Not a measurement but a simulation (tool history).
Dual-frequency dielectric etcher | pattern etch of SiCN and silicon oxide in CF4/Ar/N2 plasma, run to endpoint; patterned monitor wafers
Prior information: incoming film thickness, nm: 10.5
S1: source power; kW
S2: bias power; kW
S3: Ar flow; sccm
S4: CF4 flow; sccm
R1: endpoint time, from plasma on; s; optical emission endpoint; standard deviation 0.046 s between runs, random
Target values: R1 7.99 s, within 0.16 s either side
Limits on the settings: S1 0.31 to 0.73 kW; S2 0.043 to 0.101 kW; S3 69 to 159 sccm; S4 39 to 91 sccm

{"run": 1, "hour": 0.0, "S1": 0.52, "S2": 0.072, "S3": 114, "S4": 65, "R1": 10.723}
{"run": 2, "hour": 9.0, "S1": 0.52, "S2": 0.072, "S3": 114, "S4": 76, "R1": 10.482}
{"run": 3, "hour": 12.6, "S1": 0.52, "S2": 0.083, "S3": 114, "S4": 76, "R1": 10.158}
{"run": 4, "hour": 13.5, "S1": 0.54, "S2": 0.083, "S3": 114, "S4": 76, "R1": 9.5808}
{"run": 5, "hour": 15.8, "S1": 0.55, "S2": 0.083, "S3": 114, "S4": 76, "R1": 9.4396}
{"run": 6, "hour": 20.3, "S1": 0.55, "S2": 0.075, "S3": 114, "S4": 76, "R1": 9.7114}
{"run": 7, "hour": 27.1, "S1": 0.57, "S2": 0.075, "S3": 114, "S4": 76, "R1": 9.3717}
{"hour": 28.9, "done": "wet clean of the chamber"}
{"run": 8, "hour": 28.9, "S1": 0.58, "S2": 0.075, "S3": 114, "S4": 76, "R1": 9.6338}

Pick the move, out of 5, that brings all results within their allowed miss; only one does.
{"run": "A", "hour": 30.7, "S1": 0.65, "S2": 0.08, "S3": 93, "S4": 80, "R1": "?"}
{"run": "B", "hour": 30.7, "S1": 0.67, "S2": 0.082, "S3": 93, "S4": 85, "R1": "?"}
{"run": "C", "hour": 30.7, "S1": 0.69, "S2": 0.087, "S3": 102, "S4": 62, "R1": "?"}
{"run": "D", "hour": 30.7, "S1": 0.69, "S2": 0.091, "S3": 117, "S4": 79, "R1": "?"}
{"run": "E", "hour": 30.7, "S1": 0.63, "S2": 0.082, "S3": 113, "S4": 70, "R1": "?"}

move=A R1=8.1027
move=B R1=7.7369
move=C R1=7.7855
move=D R1=7.5657
move=E R1=8.6631
A: all results land within tolerance of their targets
B: takes the result that was furthest off past its target
C: takes the result that was furthest off past its target
D: takes the result that was furthest off past its target
E: an improvement on the last run, though not all results are within tolerance
A meets every target.

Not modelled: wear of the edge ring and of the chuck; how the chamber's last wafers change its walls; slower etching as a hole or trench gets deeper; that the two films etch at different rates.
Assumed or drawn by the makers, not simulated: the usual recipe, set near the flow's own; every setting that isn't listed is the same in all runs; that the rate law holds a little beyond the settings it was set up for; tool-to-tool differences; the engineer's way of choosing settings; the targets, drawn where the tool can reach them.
